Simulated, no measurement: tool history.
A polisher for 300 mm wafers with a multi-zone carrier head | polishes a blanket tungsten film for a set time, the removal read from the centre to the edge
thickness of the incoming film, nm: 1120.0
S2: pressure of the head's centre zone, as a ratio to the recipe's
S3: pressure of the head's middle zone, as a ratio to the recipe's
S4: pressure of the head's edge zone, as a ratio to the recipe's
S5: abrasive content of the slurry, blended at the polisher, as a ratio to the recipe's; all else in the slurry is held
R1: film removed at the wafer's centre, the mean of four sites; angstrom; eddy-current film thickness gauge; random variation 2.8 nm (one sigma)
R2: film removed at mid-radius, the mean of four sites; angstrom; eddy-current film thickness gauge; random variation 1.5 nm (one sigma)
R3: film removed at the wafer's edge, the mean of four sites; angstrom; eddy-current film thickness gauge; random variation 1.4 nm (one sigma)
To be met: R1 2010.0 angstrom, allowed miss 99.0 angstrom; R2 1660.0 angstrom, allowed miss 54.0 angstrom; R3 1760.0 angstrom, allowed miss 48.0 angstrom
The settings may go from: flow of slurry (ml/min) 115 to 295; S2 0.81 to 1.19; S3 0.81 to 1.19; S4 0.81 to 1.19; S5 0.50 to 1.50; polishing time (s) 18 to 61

{"run": 1, "hour": 0.0, "flow of slurry (ml/min)": 190, "S2": 1.0, "S3": 1.0, "S4": 1.0, "S5": 1.0, "polishing time (s)": 39, "R1": 1752.2, "R2": 1816.1, "R3": 1818.4}
{"run": 2, "hour": 2.9, "flow of slurry (ml/min)": 190, "S2": 1.0, "S3": 1.0, "S4": 1.0, "S5": 1.0, "polishing time (s)": 43, "R1": 1915.5, "R2": 2001.1, "R3": 1956.2}
{"run": 3, "hour": 3.7, "flow of slurry (ml/min)": 190, "S2": 1.0, "S3": 1.0, "S4": 1.08, "S5": 1.0, "polishing time (s)": 43, "R1": 1920.6, "R2": 1977.5, "R3": 2040.4}
{"run": 4, "hour": 9.5, "flow of slurry (ml/min)": 185, "S2": 1.01, "S3": 0.99, "S4": 1.06, "S5": 0.95, "polishing time (s)": 43, "R1": 1901.7, "R2": 1895.2, "R3": 2011.1}
{"run": 5, "hour": 12.6, "flow of slurry (ml/min)": 185, "S2": 1.01, "S3": 0.99, "S4": 1.11, "S5": 0.95, "polishing time (s)": 43, "R1": 1895.3, "R2": 1898.4, "R3": 2036.8}
{"run": 6, "hour": 16.4, "flow of slurry (ml/min)": 185, "S2": 1.02, "S3": 0.99, "S4": 1.09, "S5": 0.95, "polishing time (s)": 43, "R1": 1934.3, "R2": 1923.5, "R3": 2025.8}
{"run": 7, "hour": 19.7, "flow of slurry (ml/min)": 185, "S2": 1.03, "S3": 0.98, "S4": 1.07, "S5": 0.9, "polishing time (s)": 43, "R1": 1915.6, "R2": 1876.5, "R3": 1996.2}
{"run": 8, "hour": 25.5, "flow of slurry (ml/min)": 180, "S2": 1.04, "S3": 0.97, "S4": 1.05, "S5": 0.9, "polishing time (s)": 43, "R1": 1920.5, "R2": 1826.5, "R3": 1968.3}
{"run": 9, "hour": 26.8, "flow of slurry (ml/min)": 180, "S2": 1.04, "S3": 0.97, "S4": 1.05, "S5": 0.9, "polishing time (s)": 43, "R1": 1896.2, "R2": 1848.0, "R3": 1945.4}
{"run": 10, "hour": 28.6, "flow of slurry (ml/min)": 150, "S2": 1.14, "S3": 0.89, "S4": 0.95, "S5": 0.8, "polishing time (s)": 43, "R1": 1972.3, "R2": 1572.9, "R3": 1781.3}
{"run": 11, "hour": 35.5, "flow of slurry (ml/min)": 150, "S2": 1.14, "S3": 0.89, "S4": 0.95, "S5": 0.8, "polishing time (s)": 43, "R1": 1936.9, "R2": 1595.3, "R3": 1762.8}
{"hour": 41.7, "done": "slurry nozzle cleaned"}
{"run": 12, "hour": 41.7, "flow of slurry (ml/min)": 160, "S2": 1.15, "S3": 0.91, "S4": 0.94, "S5": 0.8, "polishing time (s)": 43, "R1": 2161.9, "R2": 1783.0, "R3": 1849.5}
{"run": 13, "hour": 50.3, "flow of slurry (ml/min)": 145, "S2": 1.15, "S3": 0.91, "S4": 0.93, "S5": 0.8, "polishing time (s)": 43, "R1": 2133.9, "R2": 1751.4, "R3": 1817.7}
{"run": 14, "hour": 56.2, "flow of slurry (ml/min)": 140, "S2": 1.14, "S3": 0.9, "S4": 0.92, "S5": 0.8, "polishing time (s)": 43, "R1": 2132.3, "R2": 1752.8, "R3": 1825.9}

4 next moves are on the table. One of them brings every result within its allowed miss. Which?
{"run": "A", "hour": 62.1, "flow of slurry (ml/min)": 125, "S2": 1.18, "S3": 0.96, "S4": 0.86, "S5": 0.9, "polishing time (s)": 43, "R1": "?", "R2": "?", "R3": "?"}
{"run": "B", "hour": 62.1, "flow of slurry (ml/min)": 120, "S2": 1.13, "S3": 0.89, "S4": 0.9, "S5": 1.05, "polishing time (s)": 39, "R1": "?", "R2": "?", "R3": "?"}
{"run": "C", "hour": 62.1, "flow of slurry (ml/min)": 145, "S2": 1.16, "S3": 1.05, "S4": 0.82, "S5": 1.15, "polishing time (s)": 38, "R1": "?", "R2": "?", "R3": "?"}
{"run": "D", "hour": 62.1, "flow of slurry (ml/min)": 115, "S2": 1.19, "S3": 0.81, "S4": 0.89, "S5": 0.85, "polishing time (s)": 45, "R1": "?", "R2": "?", "R3": "?"}

move=A R1=2170.2 R2=1870.3 R3=1803.3
move=B R1=1959.7 R2=1658.8 R3=1743.5
move=C R1=2081.6 R2=1961.9 R3=1704.2
move=D R1=2215.5 R2=1649.5 R3=1869.8
A: further off than the last run
B: meets every target
C: further off than the last run
D: brings the result that was furthest off to its target, and leaves another outside
Move B is the one to make.
